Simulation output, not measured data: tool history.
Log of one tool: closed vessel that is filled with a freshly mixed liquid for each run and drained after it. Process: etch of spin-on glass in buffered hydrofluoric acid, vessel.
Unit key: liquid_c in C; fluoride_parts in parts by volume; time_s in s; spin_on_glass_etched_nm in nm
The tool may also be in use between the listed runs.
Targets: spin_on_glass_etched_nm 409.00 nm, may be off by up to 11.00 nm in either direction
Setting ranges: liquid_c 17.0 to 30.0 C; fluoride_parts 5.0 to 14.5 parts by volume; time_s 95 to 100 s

run 1 day=0.000 | liquid_c=22.0 fluoride_parts=9.0 time_s=95 | spin_on_glass_etched_nm=478.63
run 2 day=0.371 | liquid_c=22.0 fluoride_parts=9.0 time_s=100 | spin_on_glass_etched_nm=508.48
run 3 day=0.617 | liquid_c=21.5 fluoride_parts=9.0 time_s=100 | spin_on_glass_etched_nm=495.39
run 4 day=0.912 | liquid_c=21.5 fluoride_parts=7.0 time_s=100 | spin_on_glass_etched_nm=648.84
run 5 day=1.088 | liquid_c=20.5 fluoride_parts=7.5 time_s=100 | spin_on_glass_etched_nm=567.04
run 6 day=1.392 | liquid_c=20.5 fluoride_parts=7.5 time_s=95 | spin_on_glass_etched_nm=549.06
run 7 day=1.604 | liquid_c=20.0 fluoride_parts=7.5 time_s=95 | spin_on_glass_etched_nm=524.29
run 8 day=1.654 | liquid_c=19.5 fluoride_parts=7.5 time_s=95 | spin_on_glass_etched_nm=510.11
run 9 day=1.867 | liquid_c=19.0 fluoride_parts=7.5 time_s=95 | spin_on_glass_etched_nm=490.99
run 10 day=1.979 | liquid_c=18.5 fluoride_parts=7.5 time_s=95 | spin_on_glass_etched_nm=486.06
run 11 day=2.350 | liquid_c=17.0 fluoride_parts=8.5 time_s=95 | spin_on_glass_etched_nm=391.81

Pick the move, out of 4, that brings all results within their allowed miss; only one does.
run A day=2.721 | liquid_c=17.0 fluoride_parts=9.0 time_s=100 | spin_on_glass_etched_nm=?
run B day=2.721 | liquid_c=17.0 fluoride_parts=8.5 time_s=100 | spin_on_glass_etched_nm=?
run C day=2.721 | liquid_c=18.0 fluoride_parts=9.5 time_s=100 | spin_on_glass_etched_nm=?
run D day=2.721 | liquid_c=21.5 fluoride_parts=11.5 time_s=95 | spin_on_glass_etched_nm=?

move=A spin_on_glass_etched_nm=384.64
move=B spin_on_glass_etched_nm=409.30
move=C spin_on_glass_etched_nm=393.55
move=D spin_on_glass_etched_nm=384.37
A: moves away from the targets compared with the last run
B: each result inside its tolerance
C: closes in on the targets versus the last run, not all within tolerance yet
D: moves away from the targets compared with the last run
The move that meets every target is B.
